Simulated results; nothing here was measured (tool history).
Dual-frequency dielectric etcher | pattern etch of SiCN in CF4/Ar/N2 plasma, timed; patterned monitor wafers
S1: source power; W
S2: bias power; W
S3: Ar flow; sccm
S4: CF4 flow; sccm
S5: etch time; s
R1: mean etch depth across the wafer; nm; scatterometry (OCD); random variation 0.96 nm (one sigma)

Run 1, hour 0.0: S1 550 W, S2 78 W, S3 124 sccm, S4 77 sccm, S5 117.5 s. Result: R1 115.33 nm.
Run 2, hour 3.0: S1 630 W, S2 78 W, S3 124 sccm, S4 77 sccm, S5 117.5 s. Result: R1 133.23 nm.
Run 3, hour 5.2: S1 580 W, S2 78 W, S3 124 sccm, S4 77 sccm, S5 117.5 s. Result: R1 121.80 nm.
Run 4, hour 10.5: S1 600 W, S2 78 W, S3 124 sccm, S4 77 sccm, S5 117.5 s. Result: R1 125.58 nm.
Run 5, hour 15.7: S1 600 W, S2 78 W, S3 104 sccm, S4 77 sccm, S5 117.5 s. Result: R1 129.23 nm.
Run 6, hour 17.2: S1 600 W, S2 78 W, S3 91 sccm, S4 77 sccm, S5 117.5 s. Result: R1 131.22 nm.

The next listed run, before its measurement:
Run 7, hour 19.8: S1 610 W, S2 78 W, S3 91 sccm, S4 77 sccm, S5 117.5 s. Result: R1 ?.

R1: 134.42 nm

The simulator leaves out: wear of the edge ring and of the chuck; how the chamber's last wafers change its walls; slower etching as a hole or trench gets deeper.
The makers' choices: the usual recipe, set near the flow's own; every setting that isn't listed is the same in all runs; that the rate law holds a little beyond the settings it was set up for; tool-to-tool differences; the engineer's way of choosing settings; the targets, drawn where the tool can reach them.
